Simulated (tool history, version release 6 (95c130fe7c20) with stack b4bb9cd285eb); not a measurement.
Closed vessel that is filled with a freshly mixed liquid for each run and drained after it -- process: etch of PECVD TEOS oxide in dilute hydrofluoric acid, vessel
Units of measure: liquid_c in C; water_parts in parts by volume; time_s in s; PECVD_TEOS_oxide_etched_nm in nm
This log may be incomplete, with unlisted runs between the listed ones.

run	hour	liquid_c	water_parts	time_s	PECVD_TEOS_oxide_etched_nm
1	0.0	21.0	40	30	17.453
2	7.3	21.0	40	30	17.472
3	9.2	21.0	40	30	17.554
4	16.3	20.0	40	30	16.643
5	22.5	19.5	40	30	16.472
6	24.0	19.5	40	30	16.408
7	28.5	19.0	40	30	16.201

Run 8, settings as shown, results not yet in. Your forecast:
8	33.9	18.5	40	30	?

Run 8 yielded PECVD_TEOS_oxide_etched_nm 15.600 nm.

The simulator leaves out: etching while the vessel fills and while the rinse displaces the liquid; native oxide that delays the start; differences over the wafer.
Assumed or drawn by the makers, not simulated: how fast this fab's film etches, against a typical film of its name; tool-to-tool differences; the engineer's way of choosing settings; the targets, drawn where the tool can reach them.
